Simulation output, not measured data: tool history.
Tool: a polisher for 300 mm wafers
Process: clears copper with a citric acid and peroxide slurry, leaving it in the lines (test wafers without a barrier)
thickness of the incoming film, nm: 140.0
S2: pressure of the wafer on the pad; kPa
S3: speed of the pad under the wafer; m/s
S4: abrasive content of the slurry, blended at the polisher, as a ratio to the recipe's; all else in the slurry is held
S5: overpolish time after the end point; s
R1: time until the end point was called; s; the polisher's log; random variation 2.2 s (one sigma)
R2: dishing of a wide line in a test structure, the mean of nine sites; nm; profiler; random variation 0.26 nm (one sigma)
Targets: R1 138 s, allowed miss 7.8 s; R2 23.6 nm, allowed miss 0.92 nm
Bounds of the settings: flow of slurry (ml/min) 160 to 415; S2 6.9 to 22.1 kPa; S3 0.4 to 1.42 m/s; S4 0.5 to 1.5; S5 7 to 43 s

run 1 hour=0 | flow_of_slurry_(ml/min)=265 S2=14.5 S3=0.9 S4=1 S5=22 | R1=100.05 R2=21.72
run 2 hour=4.3 | flow_of_slurry_(ml/min)=265 S2=14.5 S3=0.9 S4=0.9 S5=22 | R1=101.36 R2=21.066
run 3 hour=10 | flow_of_slurry_(ml/min)=265 S2=11.7 S3=0.9 S4=0.9 S5=22 | R1=128.73 R2=17.556
run 4 hour=18.3 | flow_of_slurry_(ml/min)=265 S2=11.7 S3=0.9 S4=0.9 S5=23 | R1=126.31 R2=17.985
run 5 hour=20.1 | flow_of_slurry_(ml/min)=265 S2=9.7 S3=0.9 S4=0.9 S5=23 | R1=150.34 R2=15.207
run 6 hour=22.8 | flow_of_slurry_(ml/min)=230 S2=9.7 S3=0.9 S4=0.9 S5=23 | R1=159.21 R2=14.95
run 7 hour=28 | flow_of_slurry_(ml/min)=230 S2=9.7 S3=0.9 S4=0.9 S5=23 | R1=157.15 R2=14.99
run 8 hour=36 | flow_of_slurry_(ml/min)=225 S2=10.3 S3=0.9 S4=0.9 S5=24 | R1=147.58 R2=16.869
run 9 hour=40.8 | flow_of_slurry_(ml/min)=220 S2=10.3 S3=0.9 S4=0.9 S5=25 | R1=149.17 R2=17.246
run 10 hour=49.4 | flow_of_slurry_(ml/min)=215 S2=10.3 S3=0.9 S4=0.9 S5=26 | R1=147.64 R2=18.012
run 11 hour=57.2 | flow_of_slurry_(ml/min)=210 S2=10.3 S3=0.9 S4=0.9 S5=27 | R1=147.19 R2=18.377
run 12 hour=60.7 | flow_of_slurry_(ml/min)=205 S2=10.3 S3=0.9 S4=0.9 S5=28 | R1=144.2 R2=18.84
run 13 hour=62.4 | flow_of_slurry_(ml/min)=200 S2=10.3 S3=0.9 S4=0.9 S5=29 | R1=144.65 R2=19.837
run 14 hour=70.7 | flow_of_slurry_(ml/min)=195 S2=10.3 S3=0.9 S4=0.9 S5=30 | R1=144.28 R2=19.782
run 15 hour=77.1 | flow_of_slurry_(ml/min)=195 S2=10.3 S3=0.9 S4=0.9 S5=30 | R1=144.29 R2=20.412
run 16 hour=79.5 | flow_of_slurry_(ml/min)=190 S2=10.3 S3=0.9 S4=0.9 S5=31 | R1=146.04 R2=21.205

Which of these 4 next moves meets every target?
run A hour=81.9 | flow_of_slurry_(ml/min)=170 S2=15.9 S3=0.6 S4=0.7 S5=29 | R1=? R2=?
run B hour=81.9 | flow_of_slurry_(ml/min)=170 S2=13.8 S3=0.6 S4=1.15 S5=35 | R1=? R2=?
run C hour=81.9 | flow_of_slurry_(ml/min)=210 S2=10.3 S3=0.82 S4=0.8 S5=36 | R1=? R2=?
run D hour=81.9 | flow_of_slurry_(ml/min)=190 S2=11 S3=0.94 S4=0.8 S5=34 | R1=? R2=?

move=A R1=150.5 R2=19.204
move=B R1=153.92 R2=22.133
move=C R1=160.7 R2=21.473
move=D R1=133.69 R2=24.03
A: further off than the last run
B: nearer than the last run, and not there yet
C: further off than the last run
D: meets every target
Answer: D
